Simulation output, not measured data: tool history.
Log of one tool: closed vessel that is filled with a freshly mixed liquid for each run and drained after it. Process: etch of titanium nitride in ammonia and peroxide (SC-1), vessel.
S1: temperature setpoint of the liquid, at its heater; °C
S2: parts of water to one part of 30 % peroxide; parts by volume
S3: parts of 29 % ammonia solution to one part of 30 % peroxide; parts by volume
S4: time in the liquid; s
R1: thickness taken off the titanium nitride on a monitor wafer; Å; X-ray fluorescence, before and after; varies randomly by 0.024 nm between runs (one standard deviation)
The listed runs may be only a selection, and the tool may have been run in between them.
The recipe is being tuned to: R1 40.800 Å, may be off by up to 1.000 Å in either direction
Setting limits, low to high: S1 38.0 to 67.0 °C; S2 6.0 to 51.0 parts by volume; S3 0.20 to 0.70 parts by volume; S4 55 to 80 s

run  hour    S1    S2    S3  S4      R1
  1   0.0  51.0  28.5  0.40  80  26.638
  2   9.2  51.0  28.5  0.50  80  27.928
  3  10.8  51.0  20.0  0.50  80  34.297
  4  13.1  51.0  20.0  0.60  80  35.383
  5  21.3  57.5  20.0  0.60  80  54.883
  6  26.5  56.5  20.0  0.60  80  52.129
  7  29.3  52.0  20.0  0.60  80  37.738
  8  34.6  53.5  20.0  0.60  80  41.966

Which of these 4 next moves meets every target?
  A  39.9  55.0  22.0  0.50  80   ?
  B  39.9  50.5  12.5  0.65  80   ?
  C  39.9  52.5   9.0  0.55  55   ?
  D  39.9  52.5  15.5  0.45  80   ?

move      R1
   A  42.731
   B  44.856
   C  40.837
   D  42.934
A: lands further from the targets than the last run did
B: lands further from the targets than the last run did
C: meets every target
D: lands further from the targets than the last run did
Answer: C
